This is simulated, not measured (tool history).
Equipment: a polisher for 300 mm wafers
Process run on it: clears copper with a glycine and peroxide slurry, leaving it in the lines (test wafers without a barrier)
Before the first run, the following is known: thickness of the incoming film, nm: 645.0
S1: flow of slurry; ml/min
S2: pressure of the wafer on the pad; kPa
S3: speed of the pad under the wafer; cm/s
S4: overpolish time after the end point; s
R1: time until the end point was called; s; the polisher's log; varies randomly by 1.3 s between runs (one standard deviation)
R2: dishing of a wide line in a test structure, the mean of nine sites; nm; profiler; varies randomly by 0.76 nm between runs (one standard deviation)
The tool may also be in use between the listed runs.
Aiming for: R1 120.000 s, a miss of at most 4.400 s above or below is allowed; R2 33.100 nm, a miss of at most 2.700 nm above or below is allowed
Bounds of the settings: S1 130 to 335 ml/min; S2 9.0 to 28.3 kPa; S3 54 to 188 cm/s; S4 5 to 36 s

run  hour   S1    S2   S3  S4       R1      R2
  1   0.0  215  18.6  120  18   84.475  76.815
  2   8.7  165  18.6  120  18   89.124  74.011
  3  16.6  165  18.6  120  23   87.154  91.787
  4  24.4  165  18.6  110  23   91.602  85.114
  5  27.8  165  18.6   96  23  102.210  80.842
  6  31.9  165  15.9   96  23  117.380  74.702
  7  33.6  165  16.5   92  19  114.380  67.857
  8  36.2  185  15.9   94  16  115.020  56.635
  9  37.2  200  15.2   94  14  118.420  48.516
 10  44.7  205  15.2   94  12  117.140  43.324
 11  48.6  205  15.2   94  11  116.640  40.332
 12  55.9  205  15.2   94  10  118.060  37.606

Below are 4 possible settings for the next run. Only one of them brings all results inside the allowed miss of their targets. Which is it?
  A  63.2  200  18.6   70  13   ?   ?
  B  63.2  200  14.5   96   9   ?   ?
  C  63.2  205  15.9   90  11   ?   ?
  D  63.2  185  12.4  120  11   ?   ?

move       R1      R2
   A  116.260  46.417
   B  118.550  32.650
   C  114.190  40.408
   D  118.360  38.578
A: lands further from the targets than the last run did
B: every result lands within tolerance
C: lands further from the targets than the last run did
D: lands further from the targets than the last run did
Correct choice: B, which meets every target
